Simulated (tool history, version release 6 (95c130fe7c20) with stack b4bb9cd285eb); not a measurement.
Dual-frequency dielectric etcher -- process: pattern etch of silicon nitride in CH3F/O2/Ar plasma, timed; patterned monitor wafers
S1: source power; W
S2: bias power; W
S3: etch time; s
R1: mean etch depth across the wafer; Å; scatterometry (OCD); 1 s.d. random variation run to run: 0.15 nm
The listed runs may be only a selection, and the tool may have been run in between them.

run  hour   S1  S2    S3      R1
  1   0.0  530  72  30.0  235.75
  2   5.4  470  72  30.0  224.34
  3  14.3  520  74  30.0  238.61
  4  19.5  560  75  30.0  242.44
  5  25.4  560  70  30.0  239.91
  6  27.2  600  72  30.0  250.53
  7  28.8  630  73  30.0  255.34

Predict the results of run 8:
  8  30.7  650  75  30.0   ?

Run 8 gave R1 259.93 Å.
